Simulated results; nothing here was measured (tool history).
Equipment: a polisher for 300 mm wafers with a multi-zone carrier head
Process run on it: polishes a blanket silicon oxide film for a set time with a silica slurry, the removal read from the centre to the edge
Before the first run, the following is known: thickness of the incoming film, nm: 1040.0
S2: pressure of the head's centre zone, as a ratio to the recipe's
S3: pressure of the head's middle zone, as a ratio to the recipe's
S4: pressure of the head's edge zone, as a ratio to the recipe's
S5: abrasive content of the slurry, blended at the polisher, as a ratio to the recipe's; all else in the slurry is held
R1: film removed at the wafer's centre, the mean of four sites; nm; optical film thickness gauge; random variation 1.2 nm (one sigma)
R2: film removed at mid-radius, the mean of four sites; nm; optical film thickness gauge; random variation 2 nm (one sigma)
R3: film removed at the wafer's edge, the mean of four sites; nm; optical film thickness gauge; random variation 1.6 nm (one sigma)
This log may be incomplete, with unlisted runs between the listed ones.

Run 1, day 0: flow of slurry (ml/min) 160, S2 1, S3 1, S4 1, S5 1, polishing time (s) 64. Result: R1 245.64 nm, R2 241.21 nm, R3 257.66 nm.
Run 2, day 0.104: flow of slurry (ml/min) 155, S2 0.97, S3 0.99, S4 0.98, S5 0.9, polishing time (s) 62. Result: R1 219.7 nm, R2 216.37 nm, R3 230.74 nm.
Run 3, day 0.379: flow of slurry (ml/min) 155, S2 0.97, S3 1.05, S4 0.98, S5 0.9, polishing time (s) 62. Result: R1 216.77 nm, R2 237.05 nm, R3 232.35 nm.
Run 4, day 0.504: flow of slurry (ml/min) 130, S2 0.97, S3 1.05, S4 0.98, S5 0.9, polishing time (s) 62. Result: R1 211.08 nm, R2 227.09 nm, R3 230.67 nm.
Run 5, day 0.667: flow of slurry (ml/min) 125, S2 0.95, S3 1.03, S4 0.97, S5 0.85, polishing time (s) 60. Result: R1 195.21 nm, R2 208.02 nm, R3 216.4 nm.
Run 6, day 0.892: flow of slurry (ml/min) 125, S2 0.95, S3 1.07, S4 0.97, S5 0.85, polishing time (s) 60. Result: R1 193.96 nm, R2 214.8 nm, R3 215.05 nm.
Run 7, day 0.983: flow of slurry (ml/min) 120, S2 0.93, S3 1.05, S4 0.96, S5 0.8, polishing time (s) 59. Result: R1 180.07 nm, R2 201.42 nm, R3 204.86 nm.
Run 8, day 1.296: flow of slurry (ml/min) 120, S2 0.92, S3 1.03, S4 0.95, S5 0.75, polishing time (s) 58. Result: R1 170.69 nm, R2 186.7 nm, R3 195.3 nm.
Run 9, day 1.512: flow of slurry (ml/min) 110, S2 0.84, S3 0.96, S4 0.85, S5 0.5, polishing time (s) 53. Result: R1 117.48 nm, R2 132.48 nm, R3 139.39 nm.
Run 10, day 1.754: flow of slurry (ml/min) 115, S2 0.84, S3 0.96, S4 0.87, S5 0.5, polishing time (s) 53. Result: R1 118.05 nm, R2 139.62 nm, R3 141.61 nm.
Run 11, day 1.896: flow of slurry (ml/min) 115, S2 0.85, S3 0.95, S4 0.89, S5 0.5, polishing time (s) 53. Result: R1 119.12 nm, R2 134 nm, R3 144.81 nm.
Run 12, day 2.129: flow of slurry (ml/min) 120, S2 0.86, S3 0.95, S4 0.9, S5 0.5, polishing time (s) 53. Result: R1 121.06 nm, R2 132.05 nm, R3 142.15 nm.
Run 13, day 2.371: flow of slurry (ml/min) 120, S2 0.86, S3 0.96, S4 0.92, S5 0.5, polishing time (s) 53. Result: R1 122.83 nm, R2 136.6 nm, R3 145.27 nm.

For run 14, what comes out?
Run 14, day 2.688: flow of slurry (ml/min) 120, S2 0.86, S3 0.96, S4 0.93, S5 0.5, polishing time (s) 53. Result: R1 ?, R2 ?, R3 ?.

{"run 14": {"R1": 121.71, "R2": 136.41, "R3": 145.26}}
